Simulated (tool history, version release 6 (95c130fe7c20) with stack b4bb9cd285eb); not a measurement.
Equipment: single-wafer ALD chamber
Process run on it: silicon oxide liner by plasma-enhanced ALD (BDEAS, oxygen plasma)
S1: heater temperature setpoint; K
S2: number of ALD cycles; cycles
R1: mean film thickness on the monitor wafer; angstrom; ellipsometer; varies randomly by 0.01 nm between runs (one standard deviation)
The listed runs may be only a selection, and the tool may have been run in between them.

{"run": 1, "hour": 0.0, "S1": 598.15, "S2": 22, "R1": 20.549}
{"run": 2, "hour": 7.0, "S1": 598.15, "S2": 24, "R1": 22.607}
{"run": 3, "hour": 11.1, "S1": 598.15, "S2": 22, "R1": 20.56}
{"run": 4, "hour": 14.2, "S1": 598.15, "S2": 21, "R1": 19.706}
{"run": 5, "hour": 21.8, "S1": 605.15, "S2": 21, "R1": 19.456}
{"run": 6, "hour": 29.8, "S1": 603.15, "S2": 23, "R1": 21.405}

For run 7, what comes out?
{"run": 7, "hour": 38.0, "S1": 601.15, "S2": 24, "R1": "?"}

{"run 7": {"R1": 22.416}}
